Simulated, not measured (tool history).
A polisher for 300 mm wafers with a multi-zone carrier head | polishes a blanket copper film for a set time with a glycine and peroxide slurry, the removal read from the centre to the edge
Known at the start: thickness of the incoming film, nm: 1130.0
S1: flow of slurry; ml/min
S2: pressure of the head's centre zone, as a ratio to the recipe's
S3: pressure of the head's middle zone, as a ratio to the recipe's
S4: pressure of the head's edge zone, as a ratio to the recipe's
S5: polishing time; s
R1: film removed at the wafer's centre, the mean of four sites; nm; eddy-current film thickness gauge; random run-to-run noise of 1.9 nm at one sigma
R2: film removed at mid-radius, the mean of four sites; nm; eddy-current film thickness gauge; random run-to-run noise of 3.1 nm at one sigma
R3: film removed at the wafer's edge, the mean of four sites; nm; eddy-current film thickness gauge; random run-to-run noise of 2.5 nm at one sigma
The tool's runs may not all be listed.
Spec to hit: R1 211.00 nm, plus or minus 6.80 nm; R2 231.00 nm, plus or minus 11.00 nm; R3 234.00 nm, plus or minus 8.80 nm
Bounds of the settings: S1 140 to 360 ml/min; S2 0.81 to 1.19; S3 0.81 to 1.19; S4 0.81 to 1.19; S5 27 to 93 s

run  hour   S1    S2    S3    S4  S5      R1      R2      R3
  1   0.0  230  1.00  1.00  1.00  59  281.14  271.40  276.61
  2   6.9  220  0.95  0.98  0.97  57  256.56  258.11  261.52
  3  15.0  220  0.95  0.94  0.97  57  253.71  255.45  263.04
  4  15.7  220  0.95  0.94  0.97  43  190.60  191.28  199.00
  5  23.0  220  0.95  0.94  0.91  43  192.51  189.88  197.47
  6  27.1  265  0.95  0.94  0.91  43  194.31  193.25  196.41
  7  28.7  260  0.93  0.95  0.95  45  195.89  203.59  206.84
  8  33.7  260  0.93  0.96  0.98  47  209.14  217.47  221.65
  9  34.8  275  0.90  1.00  1.05  47  204.74  223.46  227.92
 10  38.3  275  0.90  1.00  1.05  47  203.05  223.41  221.56

Exercise: of the 5 proposed moves below, exactly one satisfies all targets within the stated allowed misses. Which move is it?
  A  41.8  290  0.93  1.01  1.13  47   ?   ?   ?
  B  41.8  140  0.84  1.04  1.15  50   ?   ?   ?
  C  41.8  250  0.98  0.96  1.03  46   ?   ?   ?
  D  41.8  300  0.97  1.12  0.97  43   ?   ?   ?
  E  41.8  290  1.00  1.06  0.88  45   ?   ?   ?

move      R1      R2      R3
   A  211.88  223.17  234.09
   B  183.78  222.38  234.47
   C  214.99  206.19  218.59
   D  203.11  223.67  202.05
   E  218.34  222.59  203.86
A: all results in spec
B: brings the last run's worst result on target, with another outside its allowed miss
C: the biggest miss grows against the last run
D: the biggest miss grows against the last run
E: the biggest miss grows against the last run
So the answer is move A, the one that meets all the targets.
